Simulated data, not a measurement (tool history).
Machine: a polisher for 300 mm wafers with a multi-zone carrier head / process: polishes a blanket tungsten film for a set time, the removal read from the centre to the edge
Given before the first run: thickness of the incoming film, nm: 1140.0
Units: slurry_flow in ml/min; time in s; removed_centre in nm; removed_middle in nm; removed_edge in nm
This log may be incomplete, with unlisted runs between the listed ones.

run    day  slurry_flow  centre_zone  middle_zone  edge_zone  slurry_solids  time  removed_centre  removed_middle  removed_edge
  1  0.000          280         1.00         1.00       1.00           1.00    63          438.92          439.48        439.94
  2  0.162          280         1.01         0.99       0.97           0.90    62          420.53          413.03        419.26
  3  0.321          335         1.01         0.99       0.97           0.90    62          430.45          420.74        422.01
  4  0.575          295         1.01         0.99       0.97           0.90    62          409.51          415.14        416.68
  5  0.938          365         1.01         0.99       0.97           0.90    62          437.52          426.09        431.93
  6  1.308          365         1.06         0.99       0.97           0.90    62          452.72          420.46        429.19
  7  1.646          355         1.08         0.99       0.94           0.85    62          447.53          418.81        408.70
  8  1.842          345         1.08         0.97       0.91           0.80    62          438.69          401.56        391.30
  9  1.917          335         1.08         0.96       0.89           0.80    62          441.06          394.51        396.43
 10  2.283          325         1.08         0.96       0.88           0.75    62          425.82          387.58        386.85
 11  2.358          320         1.09         0.96       0.87           0.70    62          423.17          377.36        373.43

For run 12, what comes out?
 12  2.617          310         1.09         0.96       0.86           0.70    62               ?               ?             ?

{"run 12": {"removed_centre": 417.54, "removed_middle": 376.33, "removed_edge": 372.1}}
